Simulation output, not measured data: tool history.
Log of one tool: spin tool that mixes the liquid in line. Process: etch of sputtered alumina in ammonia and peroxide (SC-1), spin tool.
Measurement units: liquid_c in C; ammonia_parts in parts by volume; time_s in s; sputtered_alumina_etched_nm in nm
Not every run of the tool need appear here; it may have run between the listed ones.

{"run": 1, "hour": 0.0, "liquid_c": 53, "ammonia_parts": 0.8, "time_s": 40, "sputtered_alumina_etched_nm": 3.5303}
{"run": 2, "hour": 0.8, "liquid_c": 50, "ammonia_parts": 0.8, "time_s": 40, "sputtered_alumina_etched_nm": 3.0423}
{"run": 3, "hour": 7.0, "liquid_c": 50, "ammonia_parts": 0.8, "time_s": 35, "sputtered_alumina_etched_nm": 2.6203}
{"run": 4, "hour": 10.3, "liquid_c": 50, "ammonia_parts": 0.8, "time_s": 40, "sputtered_alumina_etched_nm": 3.0707}
{"run": 5, "hour": 19.3, "liquid_c": 50, "ammonia_parts": 0.8, "time_s": 40, "sputtered_alumina_etched_nm": 3.0288}
{"run": 6, "hour": 21.6, "liquid_c": 47, "ammonia_parts": 0.8, "time_s": 40, "sputtered_alumina_etched_nm": 2.5192}

Predict the results of run 7:
{"run": 7, "hour": 24.5, "liquid_c": 45, "ammonia_parts": 0.8, "time_s": 40, "sputtered_alumina_etched_nm": "?"}

sputtered_alumina_etched_nm: 2.2419 nm

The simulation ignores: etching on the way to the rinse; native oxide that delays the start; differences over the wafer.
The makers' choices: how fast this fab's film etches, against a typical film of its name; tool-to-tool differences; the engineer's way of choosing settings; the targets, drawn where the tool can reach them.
